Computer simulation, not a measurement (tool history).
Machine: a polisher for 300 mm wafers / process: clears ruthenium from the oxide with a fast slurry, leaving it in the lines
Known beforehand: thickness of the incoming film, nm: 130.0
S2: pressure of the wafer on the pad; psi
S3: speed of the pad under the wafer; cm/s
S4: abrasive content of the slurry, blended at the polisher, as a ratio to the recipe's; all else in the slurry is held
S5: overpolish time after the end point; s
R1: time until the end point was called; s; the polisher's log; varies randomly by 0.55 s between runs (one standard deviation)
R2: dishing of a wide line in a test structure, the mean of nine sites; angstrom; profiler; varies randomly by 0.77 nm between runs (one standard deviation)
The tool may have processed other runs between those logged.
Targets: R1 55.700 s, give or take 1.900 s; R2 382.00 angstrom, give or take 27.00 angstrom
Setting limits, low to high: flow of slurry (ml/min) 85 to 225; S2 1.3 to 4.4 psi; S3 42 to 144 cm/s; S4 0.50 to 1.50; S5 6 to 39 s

run 1 day=0.000 | flow_of_slurry_(ml/min)=145 S2=2.8 S3=92 S4=1.00 S5=20 | R1=32.824 R2=609.31
run 2 day=0.112 | flow_of_slurry_(ml/min)=145 S2=2.8 S3=92 S4=1.00 S5=13 | R1=33.525 R2=425.02
run 3 day=0.279 | flow_of_slurry_(ml/min)=145 S2=2.8 S3=82 S4=1.00 S5=13 | R1=36.000 R2=384.20
run 4 day=0.392 | flow_of_slurry_(ml/min)=140 S2=2.5 S3=82 S4=1.00 S5=15 | R1=40.302 R2=398.47
run 5 day=0.550 | flow_of_slurry_(ml/min)=135 S2=2.3 S3=82 S4=1.00 S5=16 | R1=43.809 R2=392.87
run 6 day=0.904 | flow_of_slurry_(ml/min)=135 S2=2.9 S3=82 S4=1.00 S5=16 | R1=35.818 R2=471.36
run 7 day=1.058 | flow_of_slurry_(ml/min)=115 S2=2.1 S3=80 S4=1.00 S5=21 | R1=50.566 R2=422.06
run 8 day=1.271 | flow_of_slurry_(ml/min)=110 S2=2.1 S3=80 S4=1.00 S5=21 | R1=51.422 R2=416.42
run 9 day=1.408 | flow_of_slurry_(ml/min)=105 S2=2.1 S3=80 S4=1.00 S5=21 | R1=51.367 R2=436.27
run 10 day=1.725 | flow_of_slurry_(ml/min)=105 S2=1.8 S3=80 S4=1.00 S5=19 | R1=59.134 R2=344.89
run 11 day=1.946 | flow_of_slurry_(ml/min)=110 S2=1.8 S3=80 S4=1.00 S5=19 | R1=59.195 R2=342.53
run 12 day=2.262 | flow_of_slurry_(ml/min)=115 S2=1.8 S3=80 S4=1.00 S5=19 | R1=59.229 R2=341.90

Which single option among these 5 for the next run brings every result within its allowed miss of target? Just one does.
run A day=2.579 | flow_of_slurry_(ml/min)=105 S2=1.9 S3=84 S4=1.00 S5=20 | R1=? R2=?
run B day=2.579 | flow_of_slurry_(ml/min)=105 S2=1.8 S3=80 S4=0.95 S5=18 | R1=? R2=?
run C day=2.579 | flow_of_slurry_(ml/min)=100 S2=1.7 S3=88 S4=0.90 S5=22 | R1=? R2=?
run D day=2.579 | flow_of_slurry_(ml/min)=115 S2=2.1 S3=64 S4=0.95 S5=19 | R1=? R2=?
run E day=2.579 | flow_of_slurry_(ml/min)=120 S2=1.7 S3=90 S4=1.00 S5=16 | R1=? R2=?

move=A R1=54.467 R2=383.56
move=B R1=61.720 R2=311.86
move=C R1=63.906 R2=362.15
move=D R1=61.415 R2=329.00
move=E R1=55.663 R2=307.77
A: hits every target within its allowed miss
B: misses by more than the last run did
C: misses by more than the last run did
D: misses by more than the last run did
E: the worst result of the last run now meets its target, but another is out of spec
A meets every target.
